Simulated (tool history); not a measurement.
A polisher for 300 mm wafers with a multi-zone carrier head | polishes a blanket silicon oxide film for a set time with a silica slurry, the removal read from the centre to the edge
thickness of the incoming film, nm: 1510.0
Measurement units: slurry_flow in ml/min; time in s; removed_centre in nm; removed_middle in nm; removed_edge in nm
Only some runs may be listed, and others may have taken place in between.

Run 1, hour 0.0: slurry_flow 220 ml/min, centre_zone 1.00, middle_zone 1.00, edge_zone 1.00, slurry_solids 1.00, time 67 s. Result: removed_centre 239.76 nm, removed_middle 238.08 nm, removed_edge 232.77 nm.
Run 2, hour 1.5: slurry_flow 240 ml/min, centre_zone 1.06, middle_zone 1.02, edge_zone 1.03, slurry_solids 1.05, time 67 s. Result: removed_centre 265.87 nm, removed_middle 249.14 nm, removed_edge 245.81 nm.
Run 3, hour 7.8: slurry_flow 240 ml/min, centre_zone 1.06, middle_zone 1.02, edge_zone 1.03, slurry_solids 1.05, time 80 s. Result: removed_centre 319.10 nm, removed_middle 299.18 nm, removed_edge 293.08 nm.
Run 4, hour 14.3: slurry_flow 225 ml/min, centre_zone 1.08, middle_zone 1.00, edge_zone 0.98, slurry_solids 1.05, time 80 s. Result: removed_centre 323.66 nm, removed_middle 295.22 nm, removed_edge 283.49 nm.
Run 5, hour 18.5: slurry_flow 210 ml/min, centre_zone 1.09, middle_zone 0.98, edge_zone 0.95, slurry_solids 1.05, time 80 s. Result: removed_centre 318.06 nm, removed_middle 279.84 nm, removed_edge 275.73 nm.
Run 6, hour 25.5: slurry_flow 205 ml/min, centre_zone 1.10, middle_zone 0.98, edge_zone 0.93, slurry_solids 1.05, time 80 s. Result: removed_centre 322.63 nm, removed_middle 280.08 nm, removed_edge 276.00 nm.

For run 7, what comes out?
Run 7, hour 27.5: slurry_flow 200 ml/min, centre_zone 1.11, middle_zone 0.98, edge_zone 0.90, slurry_solids 1.05, time 80 s. Result: removed_centre ?, removed_middle ?, removed_edge ?.

removed_centre: 318.68 nm
removed_middle: 288.98 nm
removed_edge: 270.20 nm
